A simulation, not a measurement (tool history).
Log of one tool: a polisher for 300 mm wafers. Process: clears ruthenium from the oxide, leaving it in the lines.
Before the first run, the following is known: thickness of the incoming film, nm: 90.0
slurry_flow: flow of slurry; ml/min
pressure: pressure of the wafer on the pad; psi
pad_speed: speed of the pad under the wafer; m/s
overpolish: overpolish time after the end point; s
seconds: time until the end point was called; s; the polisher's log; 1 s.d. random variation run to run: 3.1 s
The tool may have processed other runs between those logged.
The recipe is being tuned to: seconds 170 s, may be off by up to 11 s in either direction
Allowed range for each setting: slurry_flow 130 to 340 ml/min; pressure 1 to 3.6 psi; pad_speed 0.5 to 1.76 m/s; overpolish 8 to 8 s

run  hour  slurry_flow  pressure  pad_speed  overpolish  seconds
  1     0          220       2.3       1.12           8    75.16
  2   7.7          220       2.3       0.88           8    89.32
  3    15          220       2.3        0.6           8   115.64
  4  16.4          220       2.6        0.6           8   103.29
  5    22          220       2.6        0.6           8   102.25
  6  23.9          200       2.6        0.6           8   106.54
  7  30.9          195       2.5        0.6           8   109.37
  8  36.8          195       2.5        0.6           8   105.88
  9  41.4          195       1.9       0.52           8    154.8

Which of these 4 next moves meets every target?
  A    46          230         2       0.54           8        ?
  B    46          225         2        0.5           8        ?
  C    46          175       2.3       0.54           8        ?
  D    46          225       1.5       0.64           8        ?

move  seconds
   A   139.34
   B   146.05
   C   126.76
   D   166.23
A: misses by more than the last run did
B: misses by more than the last run did
C: misses by more than the last run did
D: every result lands within tolerance
D meets every target.
